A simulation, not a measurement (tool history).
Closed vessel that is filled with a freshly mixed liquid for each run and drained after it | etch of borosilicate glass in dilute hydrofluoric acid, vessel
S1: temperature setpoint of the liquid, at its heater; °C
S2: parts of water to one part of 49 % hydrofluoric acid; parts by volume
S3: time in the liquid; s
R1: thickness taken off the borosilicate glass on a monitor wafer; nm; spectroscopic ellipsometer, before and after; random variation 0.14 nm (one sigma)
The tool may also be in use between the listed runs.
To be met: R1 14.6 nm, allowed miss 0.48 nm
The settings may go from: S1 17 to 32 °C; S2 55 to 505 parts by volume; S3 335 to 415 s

Run 1, hour 0: S1 24 °C, S2 280 parts by volume, S3 415 s. Result: R1 27.729 nm.
Run 2, hour 1.6: S1 27 °C, S2 280 parts by volume, S3 415 s. Result: R1 30.996 nm.
Run 3, hour 8.3: S1 27 °C, S2 280 parts by volume, S3 415 s. Result: R1 30.86 nm.
Run 4, hour 12.6: S1 27 °C, S2 280 parts by volume, S3 415 s. Result: R1 30.993 nm.
Run 5, hour 16.1: S1 27 °C, S2 360 parts by volume, S3 415 s. Result: R1 22.031 nm.
Run 6, hour 21.2: S1 27 °C, S2 360 parts by volume, S3 415 s. Result: R1 22.136 nm.
Run 7, hour 24.8: S1 26 °C, S2 360 parts by volume, S3 415 s. Result: R1 21.329 nm.
Run 8, hour 28: S1 22 °C, S2 385 parts by volume, S3 415 s. Result: R1 17.164 nm.
Run 9, hour 37.1: S1 21.5 °C, S2 385 parts by volume, S3 415 s. Result: R1 16.773 nm.
Run 10, hour 40.4: S1 21 °C, S2 385 parts by volume, S3 415 s. Result: R1 16.504 nm.
Run 11, hour 43: S1 20.5 °C, S2 385 parts by volume, S3 415 s. Result: R1 16.35 nm.

4 next moves are on the table. One of them brings every result within its allowed miss. Which?
Run A, hour 45.6: S1 20.5 °C, S2 395 parts by volume, S3 415 s. Result: R1 ?.
Run B, hour 45.6: S1 19 °C, S2 315 parts by volume, S3 335 s. Result: R1 ?.
Run C, hour 45.6: S1 21 °C, S2 405 parts by volume, S3 395 s. Result: R1 ?.
Run D, hour 45.6: S1 20.5 °C, S2 365 parts by volume, S3 380 s. Result: R1 ?.

move      R1
   A   15.65
   B  16.075
   C  14.656
   D  15.907
A: nearer than the last run, and not there yet
B: nearer than the last run, and not there yet
C: meets every target
D: nearer than the last run, and not there yet
Answer: C
